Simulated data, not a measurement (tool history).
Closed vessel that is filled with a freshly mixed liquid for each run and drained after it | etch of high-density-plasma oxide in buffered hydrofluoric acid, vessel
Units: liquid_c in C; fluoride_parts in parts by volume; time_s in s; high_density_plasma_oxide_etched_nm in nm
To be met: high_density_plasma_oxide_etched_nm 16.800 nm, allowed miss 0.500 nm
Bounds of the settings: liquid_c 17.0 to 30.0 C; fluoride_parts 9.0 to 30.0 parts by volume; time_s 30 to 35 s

run	hour	liquid_c	fluoride_parts	time_s	high_density_plasma_oxide_etched_nm
1	0.0	22.0	24.0	35	24.004
2	2.1	22.0	17.0	35	32.266
3	3.8	21.0	19.0	35	27.235
4	8.3	20.0	20.0	35	24.582
5	10.5	23.0	20.0	35	28.651
6	17.0	23.0	22.5	35	26.828
7	19.4	21.5	23.5	35	23.555
8	24.6	17.5	26.0	35	17.733

4 next moves are on the table. One of them brings every result within its allowed miss. Which?
A	29.8	18.0	21.0	30	?
B	29.8	18.5	26.5	35	?
C	29.8	17.0	27.5	35	?
D	29.8	17.0	24.5	35	?

move	high_density_plasma_oxide_etched_nm
A	18.156
B	18.554
C	16.599
D	17.982
A: further off than the last run
B: further off than the last run
C: meets every target
D: further off than the last run
The right move is C.
